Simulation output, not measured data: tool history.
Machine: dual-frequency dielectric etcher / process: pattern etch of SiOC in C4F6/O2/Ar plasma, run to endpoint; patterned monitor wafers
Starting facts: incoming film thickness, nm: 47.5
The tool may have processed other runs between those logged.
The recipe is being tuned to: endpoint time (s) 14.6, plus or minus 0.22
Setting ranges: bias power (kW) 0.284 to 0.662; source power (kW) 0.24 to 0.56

run,hour,bias power (kW),source power (kW),endpoint time (s)
1,0,0.473,0.4,15.782
2,0.7,0.473,0.35,16.855
3,8.3,0.473,0.37,16.358
4,12.3,0.499,0.37,16.195
5,20.9,0.526,0.38,15.796
6,27.8,0.564,0.38,15.403
7,32.6,0.579,0.38,15.187
8,33.8,0.59,0.38,15.262
9,37.2,0.601,0.38,15.115
10,40.4,0.611,0.38,15.076
11,42.3,0.619,0.38,14.938
12,46.9,0.626,0.38,14.974

5 next moves are on the table. One of them brings every result within its allowed miss. Which?
A,51.5,0.629,0.37,?
B,51.5,0.594,0.37,?
C,51.5,0.63,0.4,?
D,51.5,0.581,0.36,?
E,51.5,0.626,0.35,?

move,endpoint time (s)
A,15.228
B,15.471
C,14.637
D,15.786
E,15.69
A: moves away from the targets compared with the last run
B: moves away from the targets compared with the last run
C: in spec on every target
D: moves away from the targets compared with the last run
E: moves away from the targets compared with the last run
So the answer is move C, the one that meets all the targets.
